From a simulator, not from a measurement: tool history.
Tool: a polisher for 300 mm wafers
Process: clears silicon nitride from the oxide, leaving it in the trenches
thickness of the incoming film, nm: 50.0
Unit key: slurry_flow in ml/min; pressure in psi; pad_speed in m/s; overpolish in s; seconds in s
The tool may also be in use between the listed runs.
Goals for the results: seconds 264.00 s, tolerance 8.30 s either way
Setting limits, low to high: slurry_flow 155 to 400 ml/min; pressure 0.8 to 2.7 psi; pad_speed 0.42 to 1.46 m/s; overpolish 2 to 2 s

{"run": 1, "day": 0.0, "slurry_flow": 255, "pressure": 1.7, "pad_speed": 0.94, "overpolish": 2, "seconds": 106.03}
{"run": 2, "day": 0.162, "slurry_flow": 255, "pressure": 1.4, "pad_speed": 0.94, "overpolish": 2, "seconds": 124.38}
{"run": 3, "day": 0.508, "slurry_flow": 250, "pressure": 1.2, "pad_speed": 0.82, "overpolish": 2, "seconds": 164.45}
{"run": 4, "day": 0.8, "slurry_flow": 250, "pressure": 1.2, "pad_speed": 0.92, "overpolish": 2, "seconds": 146.28}
{"run": 5, "day": 0.954, "slurry_flow": 250, "pressure": 1.4, "pad_speed": 0.92, "overpolish": 2, "seconds": 128.38}
{"run": 6, "day": 1.188, "slurry_flow": 250, "pressure": 1.2, "pad_speed": 0.84, "overpolish": 2, "seconds": 161.23}
{"run": 7, "day": 1.504, "slurry_flow": 245, "pressure": 1.1, "pad_speed": 0.78, "overpolish": 2, "seconds": 184.6}
{"run": 8, "day": 1.529, "slurry_flow": 245, "pressure": 1.1, "pad_speed": 0.78, "overpolish": 2, "seconds": 187.71}
{"run": 9, "day": 1.817, "slurry_flow": 235, "pressure": 1.0, "pad_speed": 0.76, "overpolish": 2, "seconds": 208.54}
{"run": 10, "day": 1.933, "slurry_flow": 220, "pressure": 0.9, "pad_speed": 0.76, "overpolish": 2, "seconds": 227.93}
{"run": 11, "day": 2.167, "slurry_flow": 205, "pressure": 0.9, "pad_speed": 0.76, "overpolish": 2, "seconds": 232.14}
{"run": 12, "day": 2.379, "slurry_flow": 195, "pressure": 0.9, "pad_speed": 0.76, "overpolish": 2, "seconds": 235.24}
{"run": 13, "day": 2.583, "slurry_flow": 185, "pressure": 0.9, "pad_speed": 0.76, "overpolish": 2, "seconds": 239.9}
{"run": 14, "day": 2.642, "slurry_flow": 180, "pressure": 0.9, "pad_speed": 0.76, "overpolish": 2, "seconds": 233.32}
{"run": 15, "day": 2.733, "slurry_flow": 180, "pressure": 0.8, "pad_speed": 0.68, "overpolish": 2, "seconds": 291.99}
{"run": 16, "day": 2.896, "slurry_flow": 195, "pressure": 0.8, "pad_speed": 0.68, "overpolish": 2, "seconds": 284.47}
{"run": 17, "day": 3.179, "slurry_flow": 205, "pressure": 0.8, "pad_speed": 0.68, "overpolish": 2, "seconds": 287.46}
{"run": 18, "day": 3.296, "slurry_flow": 215, "pressure": 0.8, "pad_speed": 0.68, "overpolish": 2, "seconds": 279.78}
{"run": 19, "day": 3.462, "slurry_flow": 255, "pressure": 0.9, "pad_speed": 0.68, "overpolish": 2, "seconds": 252.65}
{"run": 20, "day": 3.571, "slurry_flow": 250, "pressure": 0.9, "pad_speed": 0.68, "overpolish": 2, "seconds": 253.72}
{"run": 21, "day": 3.712, "slurry_flow": 245, "pressure": 0.9, "pad_speed": 0.68, "overpolish": 2, "seconds": 253.28}
{"run": 22, "day": 3.908, "slurry_flow": 240, "pressure": 0.9, "pad_speed": 0.68, "overpolish": 2, "seconds": 254.34}

5 next moves are on the table. One of them brings every result within its allowed miss. Which?
{"run": "A", "day": 4.104, "slurry_flow": 285, "pressure": 1.4, "pad_speed": 0.42, "overpolish": 2, "seconds": "?"}
{"run": "B", "day": 4.104, "slurry_flow": 255, "pressure": 0.8, "pad_speed": 0.64, "overpolish": 2, "seconds": "?"}
{"run": "C", "day": 4.104, "slurry_flow": 180, "pressure": 0.8, "pad_speed": 0.7, "overpolish": 2, "seconds": "?"}
{"run": "D", "day": 4.104, "slurry_flow": 265, "pressure": 0.9, "pad_speed": 0.6, "overpolish": 2, "seconds": "?"}
{"run": "E", "day": 4.104, "slurry_flow": 255, "pressure": 0.8, "pad_speed": 0.66, "overpolish": 2, "seconds": "?"}

move=A seconds=266.91
move=B seconds=292.20
move=C seconds=280.22
move=D seconds=280.84
move=E seconds=283.71
A: every result lands within tolerance
B: carries the result that was furthest off beyond its target, to the other side
C: carries the result that was furthest off beyond its target, to the other side
D: carries the result that was furthest off beyond its target, to the other side
E: carries the result that was furthest off beyond its target, to the other side
Go with A: it meets all targets.
